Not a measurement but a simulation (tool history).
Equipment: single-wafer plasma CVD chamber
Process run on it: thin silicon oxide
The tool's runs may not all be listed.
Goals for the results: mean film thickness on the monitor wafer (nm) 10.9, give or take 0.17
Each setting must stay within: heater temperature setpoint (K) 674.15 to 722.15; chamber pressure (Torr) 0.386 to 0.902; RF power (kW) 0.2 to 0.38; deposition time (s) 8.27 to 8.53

run,hour,heater temperature setpoint (K),chamber pressure (Torr),RF power (kW),deposition time (s),mean film thickness on the monitor wafer (nm)
1,0,698.15,0.644,0.29,8.27,12.489
2,5.7,698.15,0.73,0.29,8.27,13.525
3,13,698.15,0.73,0.32,8.27,13.875
4,16,698.15,0.703,0.32,8.27,13.508
5,23.2,698.15,0.679,0.32,8.27,13.184
6,25.4,698.15,0.679,0.285,8.27,12.855
7,31,698.15,0.66,0.285,8.27,12.432
8,33.9,698.15,0.66,0.285,8.27,12.553
# hour 42.8: capacitance manometer re-zeroed and calibrated
9,42.8,698.15,0.644,0.285,8.27,11.989
10,51.6,698.15,0.636,0.285,8.27,11.884
11,60.2,698.15,0.636,0.285,8.27,11.92
12,66.8,698.15,0.628,0.285,8.27,11.861

Consider the 4 candidate settings below. Which is the only one whose results all fall within their allowed miss of target?
A,73.4,697.15,0.594,0.28,8.27,?
B,73.4,699.15,0.565,0.265,8.38,?
C,73.4,712.15,0.58,0.3,8.27,?
D,73.4,696.15,0.555,0.305,8.32,?

move,mean film thickness on the monitor wafer (nm)
A,11.342
B,10.908
C,11.357
D,11.288
A: better than the last run, though not everything is in spec
B: all results in spec
C: better than the last run, though not everything is in spec
D: better than the last run, though not everything is in spec
B meets every target.
